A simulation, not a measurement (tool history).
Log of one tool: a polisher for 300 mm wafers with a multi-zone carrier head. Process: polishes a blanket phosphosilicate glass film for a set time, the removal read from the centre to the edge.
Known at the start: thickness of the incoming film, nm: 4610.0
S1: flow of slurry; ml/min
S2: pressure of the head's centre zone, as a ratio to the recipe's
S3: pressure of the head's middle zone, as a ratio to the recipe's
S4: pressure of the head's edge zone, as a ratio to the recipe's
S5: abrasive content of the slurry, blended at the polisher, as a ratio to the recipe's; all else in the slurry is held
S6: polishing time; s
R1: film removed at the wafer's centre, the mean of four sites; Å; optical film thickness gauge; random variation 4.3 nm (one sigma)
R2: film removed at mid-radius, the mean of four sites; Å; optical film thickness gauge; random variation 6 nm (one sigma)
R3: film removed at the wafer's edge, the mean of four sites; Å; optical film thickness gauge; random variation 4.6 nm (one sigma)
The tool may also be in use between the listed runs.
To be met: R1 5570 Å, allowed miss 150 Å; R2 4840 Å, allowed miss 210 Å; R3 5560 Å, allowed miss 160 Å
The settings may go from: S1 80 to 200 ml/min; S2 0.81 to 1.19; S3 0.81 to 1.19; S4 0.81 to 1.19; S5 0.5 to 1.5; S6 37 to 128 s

run	hour	S1	S2	S3	S4	S5	S6	R1	R2	R3
1	0	130	1	1	1	1	82	6365.9	6100.3	6084.2
2	3.7	150	1	1	1	1	82	6597.4	6299.3	6213.2
3	9.4	150	0.94	1	1	1	82	6281	6199.5	6211.5
4	14.5	150	0.94	1.06	1	1	82	6151	6478.6	6262.2
5	18	165	0.94	1.06	1	1	82	6373.2	6806.7	6326.7
6	22.4	165	0.94	1.12	1	1	82	6388.9	6945.5	6362.9
7	31.1	145	0.95	1.03	1	0.95	82	6072.2	6256.1	5951.2
8	38.2	130	0.95	0.97	1.02	0.95	82	5898.2	5712.4	5965.9
9	44.9	120	0.96	0.94	1.01	0.95	82	5776.8	5587.3	5850.7
10	45.8	110	1.02	0.84	1.04	0.85	82	5633.7	4563.4	5476

Which of these 5 next moves meets every target?
A	46.7	155	1.05	0.82	1.08	0.8	81	?	?	?
B	46.7	85	1.08	0.82	1.09	0.75	92	?	?	?
C	46.7	95	1.09	0.83	1.08	1.05	72	?	?	?
D	46.7	110	0.99	1	1.03	0.9	79	?	?	?
E	46.7	125	1.01	0.91	1.1	0.65	102	?	?	?

move	R1	R2	R3
A	5857.8	4426.3	5469.4
B	5493.1	4123.3	5349.7
C	5766.8	4312	5454.5
D	5462	5188.5	5409.6
E	5561.7	4773.6	5523.7
A: further off than the last run
B: further off than the last run
C: further off than the last run
D: takes the result that was furthest off past its target
E: meets every target
The right move is E.
